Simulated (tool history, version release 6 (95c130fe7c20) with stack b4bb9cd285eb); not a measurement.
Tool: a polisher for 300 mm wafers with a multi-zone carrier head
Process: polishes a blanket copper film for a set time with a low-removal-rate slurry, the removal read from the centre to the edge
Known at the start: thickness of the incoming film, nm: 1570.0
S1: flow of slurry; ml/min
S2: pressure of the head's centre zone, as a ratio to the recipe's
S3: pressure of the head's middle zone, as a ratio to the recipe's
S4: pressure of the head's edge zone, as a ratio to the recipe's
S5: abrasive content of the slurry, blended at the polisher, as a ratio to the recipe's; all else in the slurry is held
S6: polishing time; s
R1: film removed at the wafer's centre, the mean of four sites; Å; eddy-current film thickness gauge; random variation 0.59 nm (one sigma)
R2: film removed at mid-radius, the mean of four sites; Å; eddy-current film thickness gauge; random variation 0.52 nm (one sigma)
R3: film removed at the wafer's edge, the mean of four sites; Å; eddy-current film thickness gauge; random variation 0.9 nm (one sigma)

{"run": 1, "hour": 0.0, "S1": 190, "S2": 1, "S3": 1, "S4": 1, "S5": 1, "S6": 53, "R1": 1802.8, "R2": 1808.8, "R3": 1823.6}
{"run": 2, "hour": 1.5, "S1": 165, "S2": 0.95, "S3": 0.95, "S4": 0.94, "S5": 0.85, "S6": 43, "R1": 1292.1, "R2": 1341.6, "R3": 1352.1}
{"run": 3, "hour": 8.6, "S1": 165, "S2": 0.95, "S3": 0.95, "S4": 0.94, "S5": 0.85, "S6": 54, "R1": 1642, "R2": 1684.7, "R3": 1754.8}
{"run": 4, "hour": 13.0, "S1": 165, "S2": 0.91, "S3": 0.95, "S4": 0.94, "S5": 0.85, "S6": 54, "R1": 1568, "R2": 1671.5, "R3": 1700.5}
{"run": 5, "hour": 16.2, "S1": 165, "S2": 0.91, "S3": 0.95, "S4": 0.94, "S5": 0.65, "S6": 54, "R1": 1506.8, "R2": 1626.5, "R3": 1662.9}
{"run": 6, "hour": 25.2, "S1": 155, "S2": 0.9, "S3": 0.9, "S4": 0.92, "S5": 0.6, "S6": 44, "R1": 1181.9, "R2": 1221.3, "R3": 1330.5}
{"run": 7, "hour": 27.2, "S1": 155, "S2": 0.89, "S3": 0.89, "S4": 0.89, "S5": 0.55, "S6": 37, "R1": 970.88, "R2": 1015.7, "R3": 1071}
{"run": 8, "hour": 34.6, "S1": 155, "S2": 0.89, "S3": 0.89, "S4": 0.89, "S5": 0.55, "S6": 37, "R1": 963.42, "R2": 1023.9, "R3": 1070.2}
{"run": 9, "hour": 38.8, "S1": 145, "S2": 0.88, "S3": 0.86, "S4": 0.87, "S5": 0.55, "S6": 34, "R1": 868.78, "R2": 897.03, "R3": 959.34}
{"run": 10, "hour": 40.7, "S1": 135, "S2": 0.87, "S3": 0.84, "S4": 0.85, "S5": 0.55, "S6": 33, "R1": 818.52, "R2": 835.8, "R3": 912.86}

Run 11 comes next. What will it give?
{"run": 11, "hour": 45.4, "S1": 130, "S2": 0.86, "S3": 0.83, "S4": 0.81, "S5": 0.5, "S6": 30, "R1": "?", "R2": "?", "R3": "?"}

R1: 716.13 Å
R2: 734.92 Å
R3: 783.43 Å

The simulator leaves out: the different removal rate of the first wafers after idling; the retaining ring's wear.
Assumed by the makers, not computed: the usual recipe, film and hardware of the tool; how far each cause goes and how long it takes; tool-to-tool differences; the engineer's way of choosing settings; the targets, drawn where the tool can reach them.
